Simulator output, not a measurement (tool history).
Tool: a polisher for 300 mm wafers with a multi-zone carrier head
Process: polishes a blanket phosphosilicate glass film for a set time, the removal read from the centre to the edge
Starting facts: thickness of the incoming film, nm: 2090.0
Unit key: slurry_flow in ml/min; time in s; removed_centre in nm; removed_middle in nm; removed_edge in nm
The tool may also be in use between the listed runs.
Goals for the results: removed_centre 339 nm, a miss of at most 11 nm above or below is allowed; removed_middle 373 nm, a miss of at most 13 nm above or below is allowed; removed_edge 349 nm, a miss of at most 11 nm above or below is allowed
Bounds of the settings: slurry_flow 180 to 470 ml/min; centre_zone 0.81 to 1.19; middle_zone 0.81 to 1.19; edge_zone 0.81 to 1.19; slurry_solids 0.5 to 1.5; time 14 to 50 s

run 1 hour=0 | slurry_flow=300 centre_zone=1 middle_zone=1 edge_zone=1 slurry_solids=1 time=32 | removed_centre=283.19 removed_middle=283.26 removed_edge=276.19
run 2 hour=7.4 | slurry_flow=305 centre_zone=1 middle_zone=1.02 edge_zone=1.03 slurry_solids=1.05 time=32 | removed_centre=292.42 removed_middle=298.5 removed_edge=288.79
run 3 hour=11.2 | slurry_flow=245 centre_zone=1 middle_zone=1.02 edge_zone=1.03 slurry_solids=1.05 time=32 | removed_centre=293.83 removed_middle=294.68 removed_edge=284.28
run 4 hour=13.2 | slurry_flow=250 centre_zone=1 middle_zone=1.04 edge_zone=1.06 slurry_solids=1.1 time=32 | removed_centre=298.63 removed_middle=305.71 removed_edge=298.27
run 5 hour=21.3 | slurry_flow=250 centre_zone=1 middle_zone=1.08 edge_zone=1.06 slurry_solids=1.1 time=32 | removed_centre=296.15 removed_middle=316.41 removed_edge=295.3
run 6 hour=23.1 | slurry_flow=250 centre_zone=1 middle_zone=1.04 edge_zone=1.06 slurry_solids=1.1 time=32 | removed_centre=296.93 removed_middle=308.3 removed_edge=297.64
run 7 hour=27 | slurry_flow=250 centre_zone=1.01 middle_zone=1.06 edge_zone=1.08 slurry_solids=1.15 time=32 | removed_centre=309.46 removed_middle=322.24 removed_edge=308.77
run 8 hour=32 | slurry_flow=255 centre_zone=1.02 middle_zone=1.07 edge_zone=1.1 slurry_solids=1.15 time=32 | removed_centre=307.09 removed_middle=325.58 removed_edge=311.92
run 9 hour=35.4 | slurry_flow=260 centre_zone=1.03 middle_zone=1.08 edge_zone=1.11 slurry_solids=1.15 time=32 | removed_centre=312.91 removed_middle=321.2 removed_edge=306.55
run 10 hour=42.9 | slurry_flow=260 centre_zone=1.03 middle_zone=1.09 edge_zone=1.11 slurry_solids=1.2 time=32 | removed_centre=320.53 removed_middle=334.59 removed_edge=319.85
run 11 hour=44.3 | slurry_flow=260 centre_zone=1.03 middle_zone=1.1 edge_zone=1.12 slurry_solids=1.2 time=32 | removed_centre=318.26 removed_middle=337.42 removed_edge=320.83
run 12 hour=46.9 | slurry_flow=260 centre_zone=1.03 middle_zone=1.11 edge_zone=1.13 slurry_solids=1.2 time=32 | removed_centre=321.21 removed_middle=342.69 removed_edge=327.86
run 13 hour=54.7 | slurry_flow=265 centre_zone=1.04 middle_zone=1.12 edge_zone=1.14 slurry_solids=1.2 time=32 | removed_centre=324.99 removed_middle=343.89 removed_edge=326.13

Which of these 4 next moves meets every target?
run A hour=62.5 | slurry_flow=245 centre_zone=1.07 middle_zone=1.19 edge_zone=1.09 slurry_solids=1.4 time=33 | removed_centre=? removed_middle=? removed_edge=?
run B hour=62.5 | slurry_flow=345 centre_zone=1 middle_zone=1.13 edge_zone=1.16 slurry_solids=1.2 time=33 | removed_centre=? removed_middle=? removed_edge=?
run C hour=62.5 | slurry_flow=350 centre_zone=1.04 middle_zone=0.99 edge_zone=1.14 slurry_solids=1.45 time=32 | removed_centre=? removed_middle=? removed_edge=?
run D hour=62.5 | slurry_flow=270 centre_zone=1.06 middle_zone=1.13 edge_zone=1.14 slurry_solids=1.2 time=34 | removed_centre=? removed_middle=? removed_edge=?

move=A removed_centre=369.97 removed_middle=395.71 removed_edge=348
move=B removed_centre=334.07 removed_middle=364.52 removed_edge=343.07
move=C removed_centre=369.33 removed_middle=346.35 removed_edge=362.19
move=D removed_centre=354.78 removed_middle=365.97 removed_edge=343.53
A: the result that was furthest off in the last run now lies on the other side of its target
B: every result within its allowed miss
C: further off than the last run
D: meets the target for the result that was furthest off, but another lies outside its allowed miss
The right move is B.
